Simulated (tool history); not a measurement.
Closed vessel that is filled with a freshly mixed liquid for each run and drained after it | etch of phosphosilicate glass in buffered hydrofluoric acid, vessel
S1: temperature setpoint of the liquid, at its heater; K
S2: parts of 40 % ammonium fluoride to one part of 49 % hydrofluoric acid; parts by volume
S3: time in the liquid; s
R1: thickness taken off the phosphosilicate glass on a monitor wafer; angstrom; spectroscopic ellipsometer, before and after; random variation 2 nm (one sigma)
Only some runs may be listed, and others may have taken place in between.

run    day      S1   S2   S3      R1
  1      0  293.15   10   90  3483.4
  2  0.317  293.15    7   90  4895.4
  3  0.454  293.15    8   90  4195.5
  4  0.729  292.15  8.5   90  3705.1
  5  0.808  292.15  7.5   90  4284.8
  6   1.05  292.15  7.5  100  4790.3
  7  1.138  291.65  8.5  100  3993.3
  8  1.167  291.15    9  100  3643.6
  9  1.388  290.65  9.5  100  3409.3
 10  1.558  290.65   10  100  3301.7
 11  1.658  290.65   10  100  3327.1
 12  1.838  290.65   10  100  3356.8

The next listed run, before its measurement:
 13  1.892  290.65  10.5  100   ?

R1: 3173.9 angstrom
